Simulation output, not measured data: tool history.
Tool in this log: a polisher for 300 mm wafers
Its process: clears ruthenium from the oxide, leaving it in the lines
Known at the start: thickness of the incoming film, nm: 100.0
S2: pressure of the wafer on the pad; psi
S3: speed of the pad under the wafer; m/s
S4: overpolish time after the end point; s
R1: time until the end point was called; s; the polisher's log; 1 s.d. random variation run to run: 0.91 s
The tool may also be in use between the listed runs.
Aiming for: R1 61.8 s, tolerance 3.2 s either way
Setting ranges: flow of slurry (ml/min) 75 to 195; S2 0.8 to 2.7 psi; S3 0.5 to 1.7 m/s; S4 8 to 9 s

Run 1, hour 0: flow of slurry (ml/min) 125, S2 1.7 psi, S3 1.1 m/s, S4 9 s. Result: R1 93.876 s.
Run 2, hour 2.9: flow of slurry (ml/min) 130, S2 1.9 psi, S3 1.12 m/s, S4 9 s. Result: R1 80.312 s.
Run 3, hour 10.2: flow of slurry (ml/min) 135, S2 2 psi, S3 1.12 m/s, S4 9 s. Result: R1 76.379 s.
Run 4, hour 11.7: flow of slurry (ml/min) 135, S2 2 psi, S3 1.12 m/s, S4 8 s. Result: R1 76.683 s.
Run 5, hour 15.4: flow of slurry (ml/min) 135, S2 2 psi, S3 0.86 m/s, S4 8 s. Result: R1 98.055 s.
Run 6, hour 19.4: flow of slurry (ml/min) 135, S2 2 psi, S3 0.86 m/s, S4 8 s. Result: R1 98.593 s.
Run 7, hour 23.2: flow of slurry (ml/min) 135, S2 2.2 psi, S3 0.88 m/s, S4 8 s. Result: R1 85.91 s.
Run 8, hour 27.9: flow of slurry (ml/min) 145, S2 2.7 psi, S3 0.92 m/s, S4 8 s. Result: R1 68.105 s.
Run 9, hour 29.9: flow of slurry (ml/min) 145, S2 2.7 psi, S3 0.94 m/s, S4 8 s. Result: R1 66.918 s.

Next run, 4 choices. One meets every target within its allowed miss, the rest don't. Which?
Run A, hour 31.9: flow of slurry (ml/min) 155, S2 2.7 psi, S3 1 m/s, S4 9 s. Result: R1 ?.
Run B, hour 31.9: flow of slurry (ml/min) 130, S2 2.4 psi, S3 1 m/s, S4 8 s. Result: R1 ?.
Run C, hour 31.9: flow of slurry (ml/min) 165, S2 2.6 psi, S3 0.8 m/s, S4 8 s. Result: R1 ?.
Run D, hour 31.9: flow of slurry (ml/min) 125, S2 2.7 psi, S3 0.86 m/s, S4 8 s. Result: R1 ?.

move      R1
   A  60.776
   B  71.698
   C  76.964
   D  74.802
A: every result within its allowed miss
B: misses by more than the last run did
C: misses by more than the last run did
D: misses by more than the last run did
Go with A: it meets all targets.
